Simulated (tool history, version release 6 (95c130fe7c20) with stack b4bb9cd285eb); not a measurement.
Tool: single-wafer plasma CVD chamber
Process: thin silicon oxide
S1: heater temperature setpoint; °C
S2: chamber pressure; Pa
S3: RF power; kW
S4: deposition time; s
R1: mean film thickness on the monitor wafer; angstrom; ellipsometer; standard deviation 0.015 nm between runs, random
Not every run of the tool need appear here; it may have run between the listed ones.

| run | day | S1 | S2 | S3 | S4 | R1 |
|---|---|---|---|---|---|---|
| 1 | 0 | 415 | 78.5 | 0.32 | 4.5 | 57.958 |
| 2 | 0.196 | 415 | 80.9 | 0.32 | 4.5 | 59.074 |
| 3 | 0.346 | 415 | 83.2 | 0.32 | 4.5 | 60.224 |
| 4 | 0.579 | 415 | 85.5 | 0.32 | 4.5 | 61.464 |
| 5 | 0.654 | 415 | 87.6 | 0.32 | 4.5 | 62.617 |
| 6 | 0.808 | 415 | 92.3 | 0.32 | 4.5 | 65 |

What will run 7 give?
| 7 | 1.083 | 415 | 93.3 | 0.32 | 4.5 | ? |

Run 7 came out at R1 65.686 angstrom.
